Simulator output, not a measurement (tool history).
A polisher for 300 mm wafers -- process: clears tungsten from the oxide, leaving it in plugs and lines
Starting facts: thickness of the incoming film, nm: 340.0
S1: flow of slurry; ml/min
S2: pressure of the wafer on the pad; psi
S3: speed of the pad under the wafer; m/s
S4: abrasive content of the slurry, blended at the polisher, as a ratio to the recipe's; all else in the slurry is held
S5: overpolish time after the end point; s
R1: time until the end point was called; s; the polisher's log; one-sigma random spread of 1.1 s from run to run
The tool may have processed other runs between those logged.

{"run": 1, "day": 0.0, "S1": 155, "S2": 3.6, "S3": 0.86, "S4": 1.0, "S5": 5, "R1": 90.243}
{"run": 2, "day": 0.075, "S1": 155, "S2": 4.3, "S3": 0.86, "S4": 1.0, "S5": 5, "R1": 76.072}
{"run": 3, "day": 0.121, "S1": 150, "S2": 4.0, "S3": 0.86, "S4": 1.0, "S5": 5, "R1": 80.859}
{"run": 4, "day": 0.229, "S1": 150, "S2": 4.0, "S3": 0.86, "S4": 1.0, "S5": 4, "R1": 81.998}
{"run": 5, "day": 0.588, "S1": 175, "S2": 4.0, "S3": 0.86, "S4": 1.0, "S5": 4, "R1": 79.888}
{"run": 6, "day": 0.938, "S1": 170, "S2": 3.8, "S3": 0.86, "S4": 1.0, "S5": 4, "R1": 83.815}
{"run": 7, "day": 1.017, "S1": 165, "S2": 3.6, "S3": 0.86, "S4": 1.0, "S5": 4, "R1": 88.855}
{"run": 8, "day": 1.25, "S1": 160, "S2": 3.4, "S3": 0.86, "S4": 1.0, "S5": 4, "R1": 92.541}
{"run": 9, "day": 1.604, "S1": 160, "S2": 3.2, "S3": 0.86, "S4": 1.0, "S5": 4, "R1": 98.915}
{"run": 10, "day": 1.946, "S1": 155, "S2": 3.1, "S3": 0.86, "S4": 1.0, "S5": 4, "R1": 101.26}
{"run": 11, "day": 2.229, "S1": 155, "S2": 3.0, "S3": 0.86, "S4": 1.0, "S5": 4, "R1": 104.45}
{"run": 12, "day": 2.479, "S1": 150, "S2": 2.9, "S3": 0.86, "S4": 1.0, "S5": 4, "R1": 108.69}
{"run": 13, "day": 2.696, "S1": 145, "S2": 2.8, "S3": 0.86, "S4": 1.0, "S5": 4, "R1": 112.38}
{"run": 14, "day": 3.033, "S1": 140, "S2": 2.7, "S3": 0.86, "S4": 1.0, "S5": 4, "R1": 113.65}

Run 15 comes next. What will it give?
{"run": 15, "day": 3.375, "S1": 140, "S2": 2.0, "S3": 0.86, "S4": 1.0, "S5": 4, "R1": "?"}

Run 15 gave R1 143.860 s.

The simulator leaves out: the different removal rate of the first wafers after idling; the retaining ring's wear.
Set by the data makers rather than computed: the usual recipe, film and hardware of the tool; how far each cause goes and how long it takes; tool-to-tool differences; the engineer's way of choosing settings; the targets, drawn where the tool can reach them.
